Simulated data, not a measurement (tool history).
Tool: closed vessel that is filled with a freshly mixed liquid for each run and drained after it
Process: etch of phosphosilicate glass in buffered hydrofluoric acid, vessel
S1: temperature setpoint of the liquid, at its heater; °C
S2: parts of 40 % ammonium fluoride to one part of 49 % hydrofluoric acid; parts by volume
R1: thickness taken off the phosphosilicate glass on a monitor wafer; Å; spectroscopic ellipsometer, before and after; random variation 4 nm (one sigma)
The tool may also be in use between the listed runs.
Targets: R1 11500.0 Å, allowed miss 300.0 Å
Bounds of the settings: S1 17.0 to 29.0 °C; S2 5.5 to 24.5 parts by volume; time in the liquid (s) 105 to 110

run 1 hour=0.0 | S1=21.0 S2=15.0 time_in_the_liquid_(s)=105 | R1=4177.1
run 2 hour=6.2 | S1=21.0 S2=15.0 time_in_the_liquid_(s)=105 | R1=4157.2
run 3 hour=10.3 | S1=21.0 S2=15.0 time_in_the_liquid_(s)=105 | R1=4177.1
run 4 hour=11.4 | S1=19.0 S2=15.0 time_in_the_liquid_(s)=105 | R1=3703.2
run 5 hour=14.8 | S1=19.0 S2=18.5 time_in_the_liquid_(s)=105 | R1=3031.9
run 6 hour=20.0 | S1=19.0 S2=15.0 time_in_the_liquid_(s)=105 | R1=3708.8
run 7 hour=25.4 | S1=22.0 S2=12.0 time_in_the_liquid_(s)=105 | R1=5451.1
run 8 hour=29.5 | S1=24.0 S2=10.5 time_in_the_liquid_(s)=105 | R1=6986.5

Which of these 4 next moves meets every target?
run A hour=33.6 | S1=26.5 S2=7.5 time_in_the_liquid_(s)=110 | R1=?
run B hour=33.6 | S1=24.0 S2=6.0 time_in_the_liquid_(s)=110 | R1=?
run C hour=33.6 | S1=24.5 S2=7.0 time_in_the_liquid_(s)=110 | R1=?
run D hour=33.6 | S1=27.5 S2=7.5 time_in_the_liquid_(s)=110 | R1=?

move=A R1=11371.0
move=B R1=12232.0
move=C R1=10997.0
move=D R1=11995.0
A: meets every target
B: takes the result that was furthest off past its target
C: nearer than the last run, and not there yet
D: takes the result that was furthest off past its target
Answer: A
